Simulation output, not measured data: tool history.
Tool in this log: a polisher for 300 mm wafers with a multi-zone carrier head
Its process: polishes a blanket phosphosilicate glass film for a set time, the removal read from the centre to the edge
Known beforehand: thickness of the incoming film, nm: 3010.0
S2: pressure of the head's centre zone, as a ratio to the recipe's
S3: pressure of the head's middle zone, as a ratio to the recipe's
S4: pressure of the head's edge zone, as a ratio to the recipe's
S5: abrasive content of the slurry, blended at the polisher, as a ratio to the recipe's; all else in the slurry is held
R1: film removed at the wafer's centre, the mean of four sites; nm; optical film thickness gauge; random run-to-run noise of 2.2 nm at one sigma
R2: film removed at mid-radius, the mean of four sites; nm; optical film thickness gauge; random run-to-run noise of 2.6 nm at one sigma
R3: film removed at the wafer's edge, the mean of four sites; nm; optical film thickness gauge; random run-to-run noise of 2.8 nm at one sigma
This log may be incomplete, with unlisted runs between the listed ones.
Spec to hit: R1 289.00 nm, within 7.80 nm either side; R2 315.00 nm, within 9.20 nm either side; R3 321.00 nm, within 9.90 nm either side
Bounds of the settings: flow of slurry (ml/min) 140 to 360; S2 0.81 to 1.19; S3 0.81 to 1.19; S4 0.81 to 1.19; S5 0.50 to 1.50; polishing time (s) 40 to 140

Run 1, hour 0.0: flow of slurry (ml/min) 230, S2 1.00, S3 1.00, S4 1.00, S5 1.00, polishing time (s) 90. Result: R1 538.04 nm, R2 531.34 nm, R3 540.94 nm.
Run 2, hour 2.9: flow of slurry (ml/min) 230, S2 1.00, S3 1.00, S4 1.00, S5 1.00, polishing time (s) 81. Result: R1 484.46 nm, R2 491.03 nm, R3 493.61 nm.
Run 3, hour 9.9: flow of slurry (ml/min) 225, S2 0.98, S3 0.98, S4 0.98, S5 0.90, polishing time (s) 79. Result: R1 427.95 nm, R2 430.37 nm, R3 442.95 nm.
Run 4, hour 15.5: flow of slurry (ml/min) 225, S2 0.98, S3 0.98, S4 0.98, S5 1.05, polishing time (s) 79. Result: R1 482.26 nm, R2 482.03 nm, R3 492.18 nm.
Run 5, hour 19.9: flow of slurry (ml/min) 220, S2 0.96, S3 0.98, S4 0.96, S5 0.95, polishing time (s) 79. Result: R1 432.90 nm, R2 446.74 nm, R3 455.28 nm.
Run 6, hour 28.7: flow of slurry (ml/min) 220, S2 0.96, S3 0.98, S4 0.96, S5 0.95, polishing time (s) 94. Result: R1 517.54 nm, R2 531.74 nm, R3 536.08 nm.
Run 7, hour 36.4: flow of slurry (ml/min) 215, S2 0.95, S3 0.97, S4 0.94, S5 0.90, polishing time (s) 92. Result: R1 478.96 nm, R2 501.70 nm, R3 499.97 nm.
Run 8, hour 40.6: flow of slurry (ml/min) 175, S2 0.86, S3 0.87, S4 0.84, S5 0.65, polishing time (s) 77. Result: R1 265.75 nm, R2 267.16 nm, R3 285.29 nm.
Run 9, hour 47.4: flow of slurry (ml/min) 190, S2 0.86, S3 0.88, S4 0.85, S5 0.65, polishing time (s) 77. Result: R1 261.70 nm, R2 274.58 nm, R3 289.77 nm.
Run 10, hour 49.4: flow of slurry (ml/min) 205, S2 0.87, S3 0.89, S4 0.86, S5 0.65, polishing time (s) 77. Result: R1 268.39 nm, R2 278.94 nm, R3 292.14 nm.
Run 11, hour 57.4: flow of slurry (ml/min) 205, S2 0.87, S3 0.90, S4 0.87, S5 0.65, polishing time (s) 77. Result: R1 270.42 nm, R2 277.85 nm, R3 289.87 nm.
Run 12, hour 63.4: flow of slurry (ml/min) 200, S2 0.87, S3 0.92, S4 0.89, S5 0.65, polishing time (s) 77. Result: R1 267.20 nm, R2 288.20 nm, R3 297.10 nm.
Run 13, hour 72.2: flow of slurry (ml/min) 205, S2 0.88, S3 0.93, S4 0.90, S5 0.65, polishing time (s) 77. Result: R1 273.35 nm, R2 287.19 nm, R3 295.29 nm.
Run 14, hour 80.6: flow of slurry (ml/min) 210, S2 0.88, S3 0.94, S4 0.92, S5 0.65, polishing time (s) 77. Result: R1 272.90 nm, R2 296.29 nm, R3 297.17 nm.
Run 15, hour 81.7: flow of slurry (ml/min) 210, S2 0.88, S3 0.94, S4 0.92, S5 0.65, polishing time (s) 77. Result: R1 277.93 nm, R2 292.28 nm, R3 294.75 nm.
Run 16, hour 86.7: flow of slurry (ml/min) 200, S2 0.88, S3 0.94, S4 0.92, S5 0.65, polishing time (s) 77. Result: R1 272.76 nm, R2 286.71 nm, R3 296.05 nm.
Run 17, hour 94.0: flow of slurry (ml/min) 210, S2 0.88, S3 0.94, S4 0.93, S5 0.65, polishing time (s) 77. Result: R1 275.90 nm, R2 289.88 nm, R3 300.90 nm.
Run 18, hour 98.3: flow of slurry (ml/min) 215, S2 0.88, S3 0.95, S4 0.94, S5 0.65, polishing time (s) 77. Result: R1 274.91 nm, R2 291.19 nm, R3 303.79 nm.
Run 19, hour 101.0: flow of slurry (ml/min) 220, S2 0.88, S3 0.96, S4 0.95, S5 0.65, polishing time (s) 77. Result: R1 275.85 nm, R2 294.93 nm, R3 299.38 nm.
Run 20, hour 107.2: flow of slurry (ml/min) 215, S2 0.88, S3 0.97, S4 0.96, S5 0.65, polishing time (s) 77. Result: R1 272.06 nm, R2 298.92 nm, R3 301.10 nm.
Run 21, hour 110.7: flow of slurry (ml/min) 275, S2 0.90, S3 0.98, S4 1.03, S5 0.70, polishing time (s) 77. Result: R1 312.87 nm, R2 339.22 nm, R3 346.38 nm.
Run 22, hour 114.9: flow of slurry (ml/min) 265, S2 0.90, S3 0.98, S4 1.02, S5 0.70, polishing time (s) 77. Result: R1 310.13 nm, R2 339.27 nm, R3 346.23 nm.
Run 23, hour 118.5: flow of slurry (ml/min) 255, S2 0.90, S3 0.98, S4 1.02, S5 0.70, polishing time (s) 77. Result: R1 308.50 nm, R2 341.83 nm, R3 345.12 nm.
Run 24, hour 126.0: flow of slurry (ml/min) 205, S2 0.88, S3 0.91, S4 0.93, S5 0.65, polishing time (s) 77. Result: R1 269.48 nm, R2 282.77 nm, R3 298.40 nm.
Run 25, hour 134.7: flow of slurry (ml/min) 215, S2 0.88, S3 0.92, S4 0.94, S5 0.65, polishing time (s) 77. Result: R1 276.51 nm, R2 290.71 nm, R3 302.30 nm.
Run 26, hour 139.5: flow of slurry (ml/min) 225, S2 0.88, S3 0.92, S4 0.95, S5 0.65, polishing time (s) 77. Result: R1 275.67 nm, R2 289.27 nm, R3 304.51 nm.

Which single option among these 4 for the next run brings every result within its allowed miss of target? Just one does.
Run A, hour 144.3: flow of slurry (ml/min) 250, S2 0.93, S3 0.81, S4 0.85, S5 0.85, polishing time (s) 55. Result: R1 ?, R2 ?, R3 ?.
Run B, hour 144.3: flow of slurry (ml/min) 230, S2 0.85, S3 0.94, S4 0.90, S5 0.70, polishing time (s) 76. Result: R1 ?, R2 ?, R3 ?.
Run C, hour 144.3: flow of slurry (ml/min) 210, S2 0.98, S3 0.88, S4 1.04, S5 0.80, polishing time (s) 61. Result: R1 ?, R2 ?, R3 ?.
Run D, hour 144.3: flow of slurry (ml/min) 225, S2 0.82, S3 0.81, S4 1.11, S5 0.65, polishing time (s) 77. Result: R1 ?, R2 ?, R3 ?.

move      R1      R2      R3
   A  279.45  250.58  279.59
   B  293.65  320.54  322.82
   C  301.82  277.33  312.05
   D  262.99  261.99  323.08
A: its largest miss is bigger than the last run's
B: all results in spec
C: its largest miss is bigger than the last run's
D: its largest miss is bigger than the last run's
Answer: B

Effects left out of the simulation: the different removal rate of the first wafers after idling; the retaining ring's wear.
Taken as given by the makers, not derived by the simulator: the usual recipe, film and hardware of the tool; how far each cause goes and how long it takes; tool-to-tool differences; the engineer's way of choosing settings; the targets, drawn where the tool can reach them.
